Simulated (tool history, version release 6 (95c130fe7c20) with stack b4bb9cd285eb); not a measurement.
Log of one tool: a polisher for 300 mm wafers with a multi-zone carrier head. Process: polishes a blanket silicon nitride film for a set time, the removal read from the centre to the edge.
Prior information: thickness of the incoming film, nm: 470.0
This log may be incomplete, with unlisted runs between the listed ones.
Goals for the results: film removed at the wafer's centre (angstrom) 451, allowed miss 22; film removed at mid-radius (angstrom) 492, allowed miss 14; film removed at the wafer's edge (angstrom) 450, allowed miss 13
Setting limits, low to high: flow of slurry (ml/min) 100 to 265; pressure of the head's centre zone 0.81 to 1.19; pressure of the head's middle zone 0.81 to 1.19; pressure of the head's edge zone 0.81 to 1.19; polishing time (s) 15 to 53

| run | hour | flow of slurry (ml/min) | pressure of the head's centre zone | pressure of the head's middle zone | pressure of the head's edge zone | polishing time (s) | film removed at the wafer's centre (angstrom) | film removed at mid-radius (angstrom) | film removed at the wafer's edge (angstrom) |
|---|---|---|---|---|---|---|---|---|---|
| 1 | 0 | 170 | 1 | 1 | 1 | 34 | 780.17 | 789.33 | 771.6 |
| 2 | 5.7 | 165 | 0.98 | 1 | 0.95 | 29 | 640.92 | 672.55 | 657.86 |
| 3 | 7.5 | 165 | 0.99 | 1.02 | 0.92 | 25 | 568.19 | 582.26 | 543.5 |
| 4 | 9 | 155 | 0.97 | 1.02 | 0.89 | 24 | 522.3 | 553.51 | 522.09 |
| 5 | 17.1 | 145 | 0.97 | 1.03 | 0.86 | 23 | 510.97 | 529.5 | 486.14 |
| 6 | 19.1 | 120 | 0.97 | 1.03 | 0.86 | 23 | 481.73 | 506.43 | 470.82 |
| 7 | 23.1 | 115 | 0.96 | 1.03 | 0.85 | 23 | 482.15 | 505.45 | 461.15 |
| 8 | 25.8 | 110 | 0.95 | 1.03 | 0.85 | 23 | 474.36 | 501.91 | 462.04 |

Exactly one of the 4 candidate moves below puts every result within its allowed miss. Which one?
| A | 28.5 | 130 | 0.81 | 1.07 | 0.9 | 21 | ? | ? | ? |
| B | 28.5 | 100 | 0.89 | 1.02 | 0.81 | 23 | ? | ? | ? |
| C | 28.5 | 110 | 0.9 | 1.07 | 0.89 | 23 | ? | ? | ? |
| D | 28.5 | 105 | 1.11 | 1.01 | 0.81 | 23 | ? | ? | ? |

| move | film removed at the wafer's centre (angstrom) | film removed at mid-radius (angstrom) | film removed at the wafer's edge (angstrom) |
|---|---|---|---|
| A | 405.14 | 487.13 | 446.23 |
| B | 442.43 | 490.87 | 450.7 |
| C | 454.98 | 517.4 | 475.92 |
| D | 510.86 | 491.86 | 453.78 |
A: moves the result that the last run missed by most past its target, out the other side
B: in spec on every target
C: the furthest-off result lands on target, but another misses its tolerance
D: misses by more than the last run did
The right move is B.
